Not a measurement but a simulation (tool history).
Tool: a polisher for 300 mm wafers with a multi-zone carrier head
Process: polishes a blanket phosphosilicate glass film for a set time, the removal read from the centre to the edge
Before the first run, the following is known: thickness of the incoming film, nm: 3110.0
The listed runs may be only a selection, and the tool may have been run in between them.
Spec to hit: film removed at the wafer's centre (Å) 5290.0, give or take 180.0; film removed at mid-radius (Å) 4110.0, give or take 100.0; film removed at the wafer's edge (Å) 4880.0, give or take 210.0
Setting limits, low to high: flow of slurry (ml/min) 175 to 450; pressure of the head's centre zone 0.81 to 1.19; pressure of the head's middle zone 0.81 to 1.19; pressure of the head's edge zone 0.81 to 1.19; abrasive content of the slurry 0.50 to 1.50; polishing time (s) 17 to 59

run	hour	flow of slurry (ml/min)	pressure of the head's centre zone	pressure of the head's middle zone	pressure of the head's edge zone	abrasive content of the slurry	polishing time (s)	film removed at the wafer's centre (Å)	film removed at mid-radius (Å)	film removed at the wafer's edge (Å)
1	0.0	290	1.00	1.00	1.00	1.00	38	3733.0	3592.7	3662.5
2	6.9	290	1.00	1.00	1.00	1.10	38	3877.1	3727.6	3838.9
3	13.0	290	1.00	1.00	1.00	1.00	38	3721.5	3553.6	3668.4
4	14.7	250	1.00	1.00	1.00	1.00	38	3606.0	3503.6	3617.9
5	23.0	250	1.00	1.00	1.00	0.85	38	3406.4	3288.8	3437.9
6	28.9	250	1.02	0.99	1.02	0.95	38	3641.0	3424.1	3618.8
7	37.0	255	1.04	0.98	1.04	1.00	38	3775.3	3519.4	3757.6
8	40.0	270	1.06	0.97	1.06	1.05	38	3978.0	3544.2	3781.0
9	48.0	260	1.07	0.95	1.07	1.10	38	4088.8	3484.6	4005.2
10	51.6	320	1.17	1.02	1.16	1.35	38	4900.9	4163.5	4457.9
11	59.7	320	1.17	1.01	1.16	1.35	38	4914.9	4088.3	4454.9
12	64.3	320	1.17	1.00	1.16	1.35	38	4919.5	4067.2	4528.2
13	72.4	320	1.17	1.00	1.16	1.35	38	4875.9	4078.7	4471.1
14	73.8	320	1.17	1.00	1.16	1.35	38	4913.4	4085.4	4491.9
15	82.7	320	1.17	0.99	1.16	1.35	38	4905.8	4057.6	4480.3
16	84.3	320	1.17	0.98	1.16	1.35	38	4894.0	4004.4	4471.4
17	92.7	320	1.17	0.97	1.16	1.35	38	4868.4	3974.4	4494.7
18	101.4	320	1.17	0.96	1.16	1.35	38	4796.9	3913.4	4509.7
19	110.3	315	1.17	0.95	1.15	1.35	38	4841.8	3861.5	4342.6
20	113.3	315	1.17	0.95	1.15	1.35	38	4874.4	3874.2	4472.9
21	117.2	310	1.18	0.94	1.16	1.45	38	5086.7	3897.2	4565.5
22	121.5	315	1.18	0.94	1.16	1.45	38	5092.0	4008.5	4631.3
23	124.7	315	1.18	0.94	1.16	1.45	38	5036.8	3979.0	4707.3
24	127.5	315	1.19	0.93	1.15	1.50	38	5204.6	4000.4	4672.6
25	129.3	325	1.19	0.93	1.17	1.50	38	5204.1	3913.0	4720.3

Which of these 5 next moves meets every target?
A	131.1	430	1.19	0.86	1.16	1.50	37	?	?	?
B	131.1	330	1.12	0.85	1.19	1.50	39	?	?	?
C	131.1	435	1.09	0.82	1.15	1.50	40	?	?	?
D	131.1	340	1.17	0.93	1.16	1.50	39	?	?	?
E	131.1	295	1.17	0.84	1.13	1.50	39	?	?	?

move	film removed at the wafer's centre (Å)	film removed at mid-radius (Å)	film removed at the wafer's edge (Å)
A	5203.3	3712.7	4685.4
B	5037.7	3793.7	4922.0
C	5152.6	3865.3	5048.6
D	5283.3	4097.5	4862.1
E	5198.1	3713.8	4750.7
A: further off than the last run
B: further off than the last run
C: further off than the last run
D: every result within its allowed miss
E: further off than the last run
Go with D: it meets all targets.

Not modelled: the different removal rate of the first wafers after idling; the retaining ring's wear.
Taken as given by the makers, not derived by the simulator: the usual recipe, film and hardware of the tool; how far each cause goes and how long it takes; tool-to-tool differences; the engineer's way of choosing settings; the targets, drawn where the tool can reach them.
